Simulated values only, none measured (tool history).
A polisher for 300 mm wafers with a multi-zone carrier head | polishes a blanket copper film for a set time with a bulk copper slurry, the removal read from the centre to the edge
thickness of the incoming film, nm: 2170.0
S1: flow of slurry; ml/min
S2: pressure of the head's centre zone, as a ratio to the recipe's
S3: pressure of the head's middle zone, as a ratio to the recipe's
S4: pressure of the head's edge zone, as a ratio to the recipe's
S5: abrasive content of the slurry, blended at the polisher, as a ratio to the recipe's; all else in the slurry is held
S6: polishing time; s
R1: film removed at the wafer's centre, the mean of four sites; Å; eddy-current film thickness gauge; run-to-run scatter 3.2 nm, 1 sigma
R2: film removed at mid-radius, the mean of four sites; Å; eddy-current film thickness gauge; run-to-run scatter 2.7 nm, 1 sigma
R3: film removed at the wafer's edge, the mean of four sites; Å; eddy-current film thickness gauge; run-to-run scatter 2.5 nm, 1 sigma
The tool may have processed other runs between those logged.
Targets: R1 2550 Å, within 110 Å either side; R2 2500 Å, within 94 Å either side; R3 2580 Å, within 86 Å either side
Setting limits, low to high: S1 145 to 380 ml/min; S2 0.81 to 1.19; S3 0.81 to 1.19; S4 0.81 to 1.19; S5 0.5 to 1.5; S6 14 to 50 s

Run 1, hour 0: S1 245 ml/min, S2 1, S3 1, S4 1, S5 1, S6 32 s. Result: R1 3953.1 Å, R2 4029.1 Å, R3 3946 Å.
Run 2, hour 3.8: S1 245 ml/min, S2 1, S3 1, S4 0.92, S5 1, S6 32 s. Result: R1 3973.3 Å, R2 4090.8 Å, R3 3927.7 Å.
Run 3, hour 4.6: S1 245 ml/min, S2 1, S3 1, S4 0.92, S5 1, S6 36 s. Result: R1 4446 Å, R2 4563.1 Å, R3 4350.2 Å.
Run 4, hour 9.9: S1 245 ml/min, S2 1, S3 1.06, S4 0.92, S5 1, S6 36 s. Result: R1 4468.4 Å, R2 4725 Å, R3 4373.7 Å.
Run 5, hour 17.1: S1 235 ml/min, S2 1, S3 1.01, S4 0.93, S5 0.85, S6 32 s. Result: R1 3852.8 Å, R2 4046.3 Å, R3 3837.8 Å.
Run 6, hour 20.7: S1 180 ml/min, S2 1, S3 1.01, S4 0.93, S5 0.85, S6 32 s. Result: R1 3755.3 Å, R2 3831.7 Å, R3 3689.4 Å.
Run 7, hour 26.8: S1 150 ml/min, S2 0.93, S3 0.91, S4 0.87, S5 0.6, S6 23 s. Result: R1 2314.3 Å, R2 2350.2 Å, R3 2436.1 Å.
Run 8, hour 29.9: S1 165 ml/min, S2 0.94, S3 0.92, S4 0.88, S5 0.6, S6 23 s. Result: R1 2327 Å, R2 2421.7 Å, R3 2497.1 Å.

Below are 4 possible settings for the next run. Only one of them brings all results inside the allowed miss of their targets. Which is it?
Run A, hour 33: S1 175 ml/min, S2 1, S3 0.99, S4 0.83, S5 0.8, S6 21 s. Result: R1 ?, R2 ?, R3 ?.
Run B, hour 33: S1 155 ml/min, S2 1, S3 0.94, S4 0.91, S5 0.6, S6 24 s. Result: R1 ?, R2 ?, R3 ?.
Run C, hour 33: S1 275 ml/min, S2 0.88, S3 0.9, S4 1.09, S5 0.85, S6 21 s. Result: R1 ?, R2 ?, R3 ?.
Run D, hour 33: S1 160 ml/min, S2 1.05, S3 1, S4 0.81, S5 0.55, S6 23 s. Result: R1 ?, R2 ?, R3 ?.

move      R1      R2      R3
   A  2402.3  2473.6  2351.5
   B    2591  2562.3  2641.8
   C  2285.9  2457.2  2739.3
   D  2606.9  2581.8  2426.4
A: its largest miss is bigger than the last run's
B: every result within its allowed miss
C: its largest miss is bigger than the last run's
D: the worst result of the last run now meets its target, but another is out of spec
The move that meets every target is B.
